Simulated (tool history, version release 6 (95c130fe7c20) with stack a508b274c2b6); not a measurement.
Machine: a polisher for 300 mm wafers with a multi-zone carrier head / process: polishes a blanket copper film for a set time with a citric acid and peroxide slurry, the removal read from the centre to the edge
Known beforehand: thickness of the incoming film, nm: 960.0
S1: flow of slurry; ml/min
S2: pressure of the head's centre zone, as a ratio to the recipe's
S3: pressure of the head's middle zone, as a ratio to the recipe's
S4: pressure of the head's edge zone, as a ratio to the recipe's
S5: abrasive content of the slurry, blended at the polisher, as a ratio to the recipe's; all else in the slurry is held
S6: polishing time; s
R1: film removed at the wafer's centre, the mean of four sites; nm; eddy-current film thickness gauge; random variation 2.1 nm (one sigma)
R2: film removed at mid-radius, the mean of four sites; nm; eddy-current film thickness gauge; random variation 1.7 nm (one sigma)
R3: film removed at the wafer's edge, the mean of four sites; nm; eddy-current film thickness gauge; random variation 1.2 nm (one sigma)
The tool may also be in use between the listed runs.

| run | hour | S1 | S2 | S3 | S4 | S5 | S6 | R1 | R2 | R3 |
|---|---|---|---|---|---|---|---|---|---|---|
| 1 | 0 | 260 | 1 | 1 | 1 | 1 | 41 | 140.14 | 142.84 | 140.36 |
| 2 | 7.1 | 265 | 1.03 | 0.99 | 1.02 | 1.05 | 41 | 142.77 | 141.33 | 142.4 |
| 3 | 16.1 | 270 | 1.06 | 0.99 | 1.03 | 1.1 | 41 | 147.49 | 145.42 | 144.66 |
| 4 | 23.2 | 270 | 1.06 | 0.99 | 0.96 | 1.1 | 41 | 150.45 | 144.02 | 141.6 |
| 5 | 26.9 | 275 | 1.08 | 0.98 | 0.97 | 1.15 | 41 | 153.96 | 147.51 | 143.26 |
| 6 | 35.6 | 275 | 1.08 | 0.98 | 0.97 | 1.15 | 48 | 180.98 | 168.77 | 169.03 |
| 7 | 41.1 | 270 | 1.08 | 0.96 | 0.95 | 1.1 | 48 | 175.85 | 166.6 | 164.19 |

Estimate the outcome of run 8 from the log above:
| 8 | 45.7 | 265 | 1.1 | 0.93 | 0.95 | 1.1 | 48 | ? | ? | ? |

Run 8 gave R1 185.25 nm, R2 162.68 nm, R3 164.43 nm.
